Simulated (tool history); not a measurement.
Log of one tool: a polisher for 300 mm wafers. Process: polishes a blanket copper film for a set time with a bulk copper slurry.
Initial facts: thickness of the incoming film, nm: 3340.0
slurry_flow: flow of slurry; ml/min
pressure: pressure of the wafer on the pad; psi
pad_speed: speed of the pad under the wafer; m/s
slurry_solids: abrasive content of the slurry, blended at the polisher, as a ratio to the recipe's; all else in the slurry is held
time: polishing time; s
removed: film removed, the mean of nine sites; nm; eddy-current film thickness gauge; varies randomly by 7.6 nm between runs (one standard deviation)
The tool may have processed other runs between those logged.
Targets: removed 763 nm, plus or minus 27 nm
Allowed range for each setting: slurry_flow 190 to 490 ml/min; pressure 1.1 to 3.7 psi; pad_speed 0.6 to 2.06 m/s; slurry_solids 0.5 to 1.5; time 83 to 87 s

run 1 hour=0 | slurry_flow=315 pressure=2.4 pad_speed=1.32 slurry_solids=1 time=83 | removed=1008.4
run 2 hour=7.6 | slurry_flow=315 pressure=2.4 pad_speed=1.32 slurry_solids=1.1 time=83 | removed=1016.8
run 3 hour=11.6 | slurry_flow=315 pressure=2.3 pad_speed=1.32 slurry_solids=1.1 time=83 | removed=977.82
run 4 hour=19.3 | slurry_flow=315 pressure=2.2 pad_speed=1.32 slurry_solids=1.1 time=83 | removed=940.85
run 5 hour=20.4 | slurry_flow=355 pressure=2.2 pad_speed=1.32 slurry_solids=1.1 time=83 | removed=966.28
run 6 hour=24.1 | slurry_flow=350 pressure=2.1 pad_speed=1.32 slurry_solids=1.1 time=83 | removed=928.19
run 7 hour=24.8 | slurry_flow=345 pressure=2 pad_speed=1.32 slurry_solids=1.1 time=83 | removed=879.32
run 8 hour=32.4 | slurry_flow=340 pressure=2 pad_speed=1.32 slurry_solids=1.1 time=83 | removed=873.85
run 9 hour=34.8 | slurry_flow=335 pressure=2 pad_speed=1.32 slurry_solids=1.1 time=83 | removed=860.67
run 10 hour=36.6 | slurry_flow=325 pressure=2 pad_speed=1.32 slurry_solids=1.1 time=83 | removed=865.75
run 11 hour=44.4 | slurry_flow=320 pressure=2 pad_speed=1.32 slurry_solids=1.1 time=83 | removed=882.34
run 12 hour=45.7 | slurry_flow=320 pressure=1.9 pad_speed=1.32 slurry_solids=1.1 time=83 | removed=826.33
run 13 hour=46.9 | slurry_flow=315 pressure=1.9 pad_speed=1.32 slurry_solids=1.1 time=83 | removed=819.7
run 14 hour=49.5 | slurry_flow=310 pressure=1.9 pad_speed=1.32 slurry_solids=1.1 time=83 | removed=817.36
run 15 hour=57.6 | slurry_flow=305 pressure=1.9 pad_speed=1.32 slurry_solids=1.1 time=83 | removed=824.28
run 16 hour=62.2 | slurry_flow=300 pressure=1.9 pad_speed=1.32 slurry_solids=1.1 time=83 | removed=817.54
run 17 hour=67.1 | slurry_flow=295 pressure=1.9 pad_speed=1.32 slurry_solids=1.1 time=83 | removed=826.51

Next run, 5 choices. One meets every target within its allowed miss, the rest don't. Which?
run A hour=72 | slurry_flow=340 pressure=1.9 pad_speed=1.34 slurry_solids=1.15 time=83 | removed=?
run B hour=72 | slurry_flow=280 pressure=1.8 pad_speed=1.28 slurry_solids=1.15 time=84 | removed=?
run C hour=72 | slurry_flow=340 pressure=2.3 pad_speed=1.06 slurry_solids=1.1 time=87 | removed=?
run D hour=72 | slurry_flow=220 pressure=1.7 pad_speed=1.28 slurry_solids=1.2 time=83 | removed=?
run E hour=72 | slurry_flow=285 pressure=1.8 pad_speed=1.2 slurry_solids=1.1 time=83 | removed=?

move=A removed=836.19
move=B removed=758.42
move=C removed=835.96
move=D removed=701.86
move=E removed=699.22
A: misses by more than the last run did
B: every result lands within tolerance
C: misses by more than the last run did
D: carries the result that was furthest off beyond its target, to the other side
E: carries the result that was furthest off beyond its target, to the other side
Correct choice: B, which meets every target
